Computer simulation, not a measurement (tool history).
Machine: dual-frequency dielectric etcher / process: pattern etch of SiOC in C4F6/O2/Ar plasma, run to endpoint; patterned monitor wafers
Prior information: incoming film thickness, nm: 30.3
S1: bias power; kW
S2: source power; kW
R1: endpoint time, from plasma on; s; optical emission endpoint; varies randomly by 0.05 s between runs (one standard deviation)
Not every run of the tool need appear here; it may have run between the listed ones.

Run 1, hour 0: S1 0.575 kW, S2 0.38 kW. Result: R1 9.9374 s.
Run 2, hour 5.9: S1 0.524 kW, S2 0.34 kW. Result: R1 10.956 s.
Run 3, hour 13.1: S1 0.524 kW, S2 0.27 kW. Result: R1 12.092 s.
Run 4, hour 17.1: S1 0.493 kW, S2 0.26 kW. Result: R1 12.767 s.
Run 5, hour 18.9: S1 0.476 kW, S2 0.26 kW. Result: R1 12.929 s.
Run 6, hour 21.2: S1 0.462 kW, S2 0.26 kW. Result: R1 13.124 s.
Run 7, hour 29.9: S1 0.388 kW, S2 0.24 kW. Result: R1 14.956 s.
Run 8, hour 31.8: S1 0.4 kW, S2 0.24 kW. Result: R1 14.746 s.
Run 9, hour 32.4: S1 0.4 kW, S2 0.24 kW. Result: R1 14.718 s.
Run 10, hour 33.9: S1 0.409 kW, S2 0.24 kW. Result: R1 14.534 s.
Run 11, hour 39.3: S1 0.416 kW, S2 0.24 kW. Result: R1 14.439 s.

Estimate the outcome of run 12 from the log above:
Run 12, hour 41.8: S1 0.422 kW, S2 0.24 kW. Result: R1 ?.

R1: 14.336 s

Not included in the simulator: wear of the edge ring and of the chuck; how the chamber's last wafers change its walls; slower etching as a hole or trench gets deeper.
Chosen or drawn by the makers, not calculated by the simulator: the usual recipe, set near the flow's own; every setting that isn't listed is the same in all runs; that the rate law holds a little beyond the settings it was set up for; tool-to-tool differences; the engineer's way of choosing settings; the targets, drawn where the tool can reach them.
